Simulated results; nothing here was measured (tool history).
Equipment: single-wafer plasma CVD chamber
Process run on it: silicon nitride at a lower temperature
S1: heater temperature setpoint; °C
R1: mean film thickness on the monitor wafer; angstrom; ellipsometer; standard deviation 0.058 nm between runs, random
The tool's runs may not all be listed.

run 1 hour=0.0 | S1=340 chamber_pressure_(Pa)=171 RF_power_(kW)=0.340 deposition_time_(s)=15.3 | R1=177.45
run 2 hour=8.6 | S1=340 chamber_pressure_(Pa)=171 RF_power_(kW)=0.340 deposition_time_(s)=14.6 | R1=168.79
run 3 hour=9.4 | S1=340 chamber_pressure_(Pa)=165 RF_power_(kW)=0.340 deposition_time_(s)=14.6 | R1=166.76
run 4 hour=11.8 | S1=340 chamber_pressure_(Pa)=165 RF_power_(kW)=0.340 deposition_time_(s)=15.3 | R1=175.71
run 5 hour=15.4 | S1=340 chamber_pressure_(Pa)=140 RF_power_(kW)=0.340 deposition_time_(s)=15.3 | R1=168.93
run 6 hour=16.4 | S1=340 chamber_pressure_(Pa)=135 RF_power_(kW)=0.340 deposition_time_(s)=15.3 | R1=167.44
run 7 hour=21.1 | S1=340 chamber_pressure_(Pa)=103 RF_power_(kW)=0.335 deposition_time_(s)=15.3 | R1=154.14
run 8 hour=29.7 | S1=340 chamber_pressure_(Pa)=105 RF_power_(kW)=0.335 deposition_time_(s)=15.3 | R1=155.88

Run 9 has not been measured yet. What should we expect?
run 9 hour=33.3 | S1=340 chamber_pressure_(Pa)=107 RF_power_(kW)=0.335 deposition_time_(s)=15.3 | R1=?

Run 9 gave R1 155.81 angstrom.

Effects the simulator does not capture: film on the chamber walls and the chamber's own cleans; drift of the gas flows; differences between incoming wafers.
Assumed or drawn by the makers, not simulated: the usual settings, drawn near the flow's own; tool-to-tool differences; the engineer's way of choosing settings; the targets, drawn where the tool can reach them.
